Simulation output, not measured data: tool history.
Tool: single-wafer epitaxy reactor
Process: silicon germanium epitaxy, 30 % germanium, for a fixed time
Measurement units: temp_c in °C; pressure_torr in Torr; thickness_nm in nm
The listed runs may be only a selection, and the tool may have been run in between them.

run 1 hour=0.0 | temp_c=595 pressure_torr=14.3 | thickness_nm=44.429
run 2 hour=3.8 | temp_c=601 pressure_torr=14.4 | thickness_nm=50.521
run 3 hour=5.4 | temp_c=601 pressure_torr=15.3 | thickness_nm=51.904
run 4 hour=12.0 | temp_c=601 pressure_torr=16.8 | thickness_nm=53.587
run 5 hour=15.4 | temp_c=603 pressure_torr=16.8 | thickness_nm=55.561
run 6 hour=17.9 | temp_c=603 pressure_torr=17.9 | thickness_nm=57.341
run 7 hour=21.1 | temp_c=604 pressure_torr=17.9 | thickness_nm=58.388

Run 8 comes next. What will it give?
run 8 hour=23.2 | temp_c=609 pressure_torr=18.0 | thickness_nm=?

thickness_nm: 64.937 nm

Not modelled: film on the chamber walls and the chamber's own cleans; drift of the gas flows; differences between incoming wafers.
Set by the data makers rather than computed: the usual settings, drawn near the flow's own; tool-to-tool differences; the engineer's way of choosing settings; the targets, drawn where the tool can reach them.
